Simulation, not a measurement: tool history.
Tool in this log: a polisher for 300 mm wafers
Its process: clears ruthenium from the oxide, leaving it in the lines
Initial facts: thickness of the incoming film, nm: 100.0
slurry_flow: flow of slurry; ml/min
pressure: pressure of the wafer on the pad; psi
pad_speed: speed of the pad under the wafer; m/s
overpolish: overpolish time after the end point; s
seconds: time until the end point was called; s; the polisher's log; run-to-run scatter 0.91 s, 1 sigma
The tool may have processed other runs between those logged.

run    day  slurry_flow  pressure  pad_speed  overpolish  seconds
  1  0.000          195       2.4       1.18           6   70.631
  2  0.350          195       2.3       1.18           6   72.049
  3  0.725          195       2.2       1.18           6   74.244
  4  0.921          160       2.2       1.18           6   77.955
     1.167  -- slurry nozzle cleaned
  5  1.167          160       2.8       1.18           6   57.795
  6  1.542          160       2.8       1.30           6   53.632
  7  1.883          155       2.2       1.26           6   68.859
  8  2.025          155       2.1       1.26           6   71.555
  9  2.158          155       2.0       1.26           6   75.077

Run 10 has not been measured yet. What should we expect?
 10  2.467          155       1.9       1.26           6        ?

{"run 10": {"seconds": 79.795}}
